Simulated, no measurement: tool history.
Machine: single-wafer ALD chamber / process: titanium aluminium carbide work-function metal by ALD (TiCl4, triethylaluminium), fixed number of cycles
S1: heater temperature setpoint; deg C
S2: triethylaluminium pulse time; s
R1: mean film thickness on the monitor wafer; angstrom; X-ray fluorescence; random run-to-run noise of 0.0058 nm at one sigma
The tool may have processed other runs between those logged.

| run | hour | S1 | S2 | R1 |
|---|---|---|---|---|
| 1 | 0.0 | 285 | 11.37 | 18.898 |
| 2 | 4.0 | 285 | 8.57 | 18.259 |
| 3 | 8.2 | 291 | 9.82 | 19.105 |
| 4 | 16.3 | 291 | 8.27 | 18.668 |
| 5 | 21.5 | 282 | 8.27 | 17.883 |
|  | 28.6 | triethylaluminium bottle replaced |
| 6 | 28.6 | 289 | 9.46 | 19.269 |

Forecast run 7:
| 7 | 36.8 | 301 | 10.45 | ? |

{"run 7": {"R1": 20.706}}
